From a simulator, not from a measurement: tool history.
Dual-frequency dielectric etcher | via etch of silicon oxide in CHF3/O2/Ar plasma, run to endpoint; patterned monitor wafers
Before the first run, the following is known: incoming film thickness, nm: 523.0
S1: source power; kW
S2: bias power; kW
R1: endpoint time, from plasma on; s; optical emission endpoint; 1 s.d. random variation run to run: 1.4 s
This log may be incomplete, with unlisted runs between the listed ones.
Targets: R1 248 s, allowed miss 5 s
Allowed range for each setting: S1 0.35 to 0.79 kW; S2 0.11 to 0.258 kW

{"run": 1, "hour": 0.0, "S1": 0.57, "S2": 0.184, "R1": 284.11}
{"run": 2, "hour": 8.2, "S1": 0.54, "S2": 0.184, "R1": 293.57}
{"run": 3, "hour": 13.0, "S1": 0.56, "S2": 0.185, "R1": 286.82}
{"run": 4, "hour": 18.5, "S1": 0.62, "S2": 0.185, "R1": 270.86}
{"run": 5, "hour": 22.6, "S1": 0.62, "S2": 0.153, "R1": 299.38}
{"run": 6, "hour": 30.4, "S1": 0.7, "S2": 0.153, "R1": 282.07}
{"run": 7, "hour": 31.6, "S1": 0.71, "S2": 0.156, "R1": 273.34}
{"run": 8, "hour": 33.8, "S1": 0.72, "S2": 0.157, "R1": 273.48}
{"run": 9, "hour": 41.4, "S1": 0.73, "S2": 0.159, "R1": 270.16}
{"run": 10, "hour": 45.7, "S1": 0.73, "S2": 0.159, "R1": 268.62}
{"run": 11, "hour": 51.1, "S1": 0.74, "S2": 0.16, "R1": 268.6}
{"run": 12, "hour": 59.5, "S1": 0.75, "S2": 0.162, "R1": 260.6}
{"run": 13, "hour": 63.6, "S1": 0.75, "S2": 0.163, "R1": 263.58}
{"run": 14, "hour": 72.4, "S1": 0.75, "S2": 0.164, "R1": 263.61}

Exactly one of the 4 candidate moves below puts every result within its allowed miss. Which one?
{"run": "A", "hour": 81.2, "S1": 0.78, "S2": 0.158, "R1": "?"}
{"run": "B", "hour": 81.2, "S1": 0.69, "S2": 0.181, "R1": "?"}
{"run": "C", "hour": 81.2, "S1": 0.77, "S2": 0.182, "R1": "?"}
{"run": "D", "hour": 81.2, "S1": 0.76, "S2": 0.17, "R1": "?"}

move=A R1=260.46
move=B R1=260.03
move=C R1=246.82
move=D R1=255.53
A: better than the last run, though not everything is in spec
B: better than the last run, though not everything is in spec
C: each result inside its tolerance
D: better than the last run, though not everything is in spec
C meets every target.
